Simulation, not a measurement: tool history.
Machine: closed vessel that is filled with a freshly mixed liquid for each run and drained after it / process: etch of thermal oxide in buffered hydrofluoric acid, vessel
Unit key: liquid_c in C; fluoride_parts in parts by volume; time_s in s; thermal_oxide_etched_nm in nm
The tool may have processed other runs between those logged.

run	day	liquid_c	fluoride_parts	time_s	thermal_oxide_etched_nm
1	0	22	14.5	95	62.198
2	0.379	25.5	14.5	95	75.169
3	0.708	25.5	14.5	95	75.717
4	1.025	23.5	14.5	95	67.198
5	1.196	22	14.5	95	62.883
6	1.283	20.5	14.5	95	57.351

Run 7, settings as shown, results not yet in. Your forecast:
7	1.512	19.5	14.5	95	?

{"run 7": {"thermal_oxide_etched_nm": 54.515}}
